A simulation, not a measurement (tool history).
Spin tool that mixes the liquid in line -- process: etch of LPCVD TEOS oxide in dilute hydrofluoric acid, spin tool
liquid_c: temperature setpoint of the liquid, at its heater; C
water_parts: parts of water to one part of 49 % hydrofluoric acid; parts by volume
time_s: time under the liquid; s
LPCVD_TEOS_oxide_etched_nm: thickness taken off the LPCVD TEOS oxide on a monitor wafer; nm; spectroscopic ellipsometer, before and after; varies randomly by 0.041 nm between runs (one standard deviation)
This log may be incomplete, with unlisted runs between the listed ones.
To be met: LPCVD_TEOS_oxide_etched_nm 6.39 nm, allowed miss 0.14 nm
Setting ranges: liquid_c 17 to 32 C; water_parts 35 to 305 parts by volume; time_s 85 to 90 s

Run 1, day 0: liquid_c 24 C, water_parts 170 parts by volume, time_s 85 s. Result: LPCVD_TEOS_oxide_etched_nm 7.5061 nm.
Run 2, day 0.046: liquid_c 22.5 C, water_parts 170 parts by volume, time_s 85 s. Result: LPCVD_TEOS_oxide_etched_nm 7.218 nm.
Run 3, day 0.117: liquid_c 25 C, water_parts 170 parts by volume, time_s 85 s. Result: LPCVD_TEOS_oxide_etched_nm 7.9132 nm.
Run 4, day 0.317: liquid_c 23.5 C, water_parts 170 parts by volume, time_s 85 s. Result: LPCVD_TEOS_oxide_etched_nm 7.3823 nm.
Run 5, day 0.396: liquid_c 22.5 C, water_parts 170 parts by volume, time_s 85 s. Result: LPCVD_TEOS_oxide_etched_nm 7.1316 nm.
Run 6, day 0.7: liquid_c 21.5 C, water_parts 170 parts by volume, time_s 85 s. Result: LPCVD_TEOS_oxide_etched_nm 6.8407 nm.
Run 7, day 0.854: liquid_c 21 C, water_parts 170 parts by volume, time_s 85 s. Result: LPCVD_TEOS_oxide_etched_nm 6.6407 nm.
Run 8, day 1.196: liquid_c 20.5 C, water_parts 170 parts by volume, time_s 85 s. Result: LPCVD_TEOS_oxide_etched_nm 6.6049 nm.

Which of these 5 next moves meets every target?
Run A, day 1.538: liquid_c 18.5 C, water_parts 155 parts by volume, time_s 85 s. Result: LPCVD_TEOS_oxide_etched_nm ?.
Run B, day 1.538: liquid_c 20.5 C, water_parts 175 parts by volume, time_s 90 s. Result: LPCVD_TEOS_oxide_etched_nm ?.
Run C, day 1.538: liquid_c 23 C, water_parts 200 parts by volume, time_s 90 s. Result: LPCVD_TEOS_oxide_etched_nm ?.
Run D, day 1.538: liquid_c 17.5 C, water_parts 145 parts by volume, time_s 85 s. Result: LPCVD_TEOS_oxide_etched_nm ?.
Run E, day 1.538: liquid_c 20 C, water_parts 160 parts by volume, time_s 85 s. Result: LPCVD_TEOS_oxide_etched_nm ?.

move  LPCVD_TEOS_oxide_etched_nm
   A                      6.8561
   B                       6.821
   C                      6.3982
   D                      7.1077
   E                       7.016
A: misses by more than the last run did
B: misses by more than the last run did
C: meets every target
D: misses by more than the last run did
E: misses by more than the last run did
Answer: C

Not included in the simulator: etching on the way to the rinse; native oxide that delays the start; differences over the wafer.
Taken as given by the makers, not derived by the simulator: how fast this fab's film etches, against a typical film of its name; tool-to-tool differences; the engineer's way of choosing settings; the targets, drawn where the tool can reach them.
